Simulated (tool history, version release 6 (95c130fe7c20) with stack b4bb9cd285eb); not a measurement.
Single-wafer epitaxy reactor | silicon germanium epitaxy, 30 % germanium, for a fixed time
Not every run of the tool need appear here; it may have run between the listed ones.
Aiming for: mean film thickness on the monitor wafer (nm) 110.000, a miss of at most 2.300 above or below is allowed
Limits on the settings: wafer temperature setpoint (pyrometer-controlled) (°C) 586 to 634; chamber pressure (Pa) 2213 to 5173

run	hour	wafer temperature setpoint (pyrometer-controlled) (°C)	chamber pressure (Pa)	mean film thickness on the monitor wafer (nm)
1	0.0	610	3693	80.153
2	2.5	617	3693	90.666
3	9.9	610	3693	80.421
4	15.9	605	3693	73.076
5	21.1	605	4026	75.675
6	28.8	608	4040	79.192
7	30.8	620	4146	99.512
8	38.1	621	4146	101.560

Pick the move, out of 4, that brings all results within their allowed miss; only one does.
A	45.4	628	4440	?
B	45.4	626	4240	?
C	45.4	631	3866	?
D	45.4	627	4693	?

move	mean film thickness on the monitor wafer (nm)
A	114.910
B	109.490
C	115.540
D	115.080
A: carries the result that was furthest off beyond its target, to the other side
B: every result lands within tolerance
C: carries the result that was furthest off beyond its target, to the other side
D: carries the result that was furthest off beyond its target, to the other side
Answer: B

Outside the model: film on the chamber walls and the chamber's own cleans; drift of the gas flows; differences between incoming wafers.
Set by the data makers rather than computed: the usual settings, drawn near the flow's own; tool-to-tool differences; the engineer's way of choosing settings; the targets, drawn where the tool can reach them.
